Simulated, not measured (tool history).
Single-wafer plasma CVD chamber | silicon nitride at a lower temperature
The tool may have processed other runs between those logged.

run	hour	heater temperature setpoint (deg C)	chamber pressure (Torr)	RF power (W)	deposition time (s)	mean film thickness on the monitor wafer (nm)
1	0.0	340	1.06	375	11.1	15.316
2	8.4	340	1.06	350	11.1	14.594
3	10.9	340	1.02	345	11.1	14.430
4	12.4	340	0.99	335	11.1	13.882
5	13.4	340	0.96	330	11.1	13.760
6	14.4	340	0.93	325	11.1	13.684
7	22.9	340	0.92	320	11.1	13.444
8	23.8	340	0.90	315	11.1	13.188
9	30.1	340	0.88	315	11.1	13.035
10	37.4	340	0.86	315	11.1	12.914
11	38.7	340	0.85	315	11.1	13.025
12	47.1	340	0.83	315	11.1	12.907

Run 13 comes next. What will it give?
13	48.4	340	0.82	315	11.1	?

mean film thickness on the monitor wafer (nm): 12.965
